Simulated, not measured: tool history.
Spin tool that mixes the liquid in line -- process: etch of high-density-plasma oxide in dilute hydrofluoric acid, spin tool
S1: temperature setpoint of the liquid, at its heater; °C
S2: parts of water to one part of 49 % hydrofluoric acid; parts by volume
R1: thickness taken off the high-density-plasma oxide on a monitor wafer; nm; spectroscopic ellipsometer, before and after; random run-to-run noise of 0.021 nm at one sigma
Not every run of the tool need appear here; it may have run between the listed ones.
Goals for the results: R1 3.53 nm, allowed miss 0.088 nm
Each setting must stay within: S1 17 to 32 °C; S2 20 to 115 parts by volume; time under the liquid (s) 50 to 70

{"run": 1, "hour": 0.0, "S1": 24, "S2": 65, "time under the liquid (s)": 70, "R1": 6.4202}
{"run": 2, "hour": 1.2, "S1": 22, "S2": 70, "time under the liquid (s)": 70, "R1": 5.4767}
{"run": 3, "hour": 9.4, "S1": 22, "S2": 55, "time under the liquid (s)": 70, "R1": 7.1399}
{"run": 4, "hour": 10.4, "S1": 22, "S2": 55, "time under the liquid (s)": 50, "R1": 5.0406}
{"run": 5, "hour": 15.6, "S1": 22, "S2": 55, "time under the liquid (s)": 50, "R1": 5.0568}
{"run": 6, "hour": 23.9, "S1": 24, "S2": 55, "time under the liquid (s)": 50, "R1": 5.5212}
{"run": 7, "hour": 31.4, "S1": 22, "S2": 65, "time under the liquid (s)": 50, "R1": 4.2599}
{"run": 8, "hour": 33.6, "S1": 21, "S2": 65, "time under the liquid (s)": 50, "R1": 4.0527}

Which one of the following 5 next-run settings gets every result inside its allowed miss? There is exactly one.
{"run": "A", "hour": 35.8, "S1": 20.5, "S2": 70, "time under the liquid (s)": 50, "R1": "?"}
{"run": "B", "hour": 35.8, "S1": 20, "S2": 70, "time under the liquid (s)": 70, "R1": "?"}
{"run": "C", "hour": 35.8, "S1": 21, "S2": 95, "time under the liquid (s)": 65, "R1": "?"}
{"run": "D", "hour": 35.8, "S1": 22, "S2": 80, "time under the liquid (s)": 50, "R1": "?"}
{"run": "E", "hour": 35.8, "S1": 19, "S2": 70, "time under the liquid (s)": 55, "R1": "?"}

move=A R1=3.7048
move=B R1=5.0795
move=C R1=3.5186
move=D R1=3.408
move=E R1=3.8266
A: better than the last run, though not everything is in spec
B: moves away from the targets compared with the last run
C: each result inside its tolerance
D: takes the result that was furthest off past its target
E: better than the last run, though not everything is in spec
So the answer is move C, the one that meets all the targets.
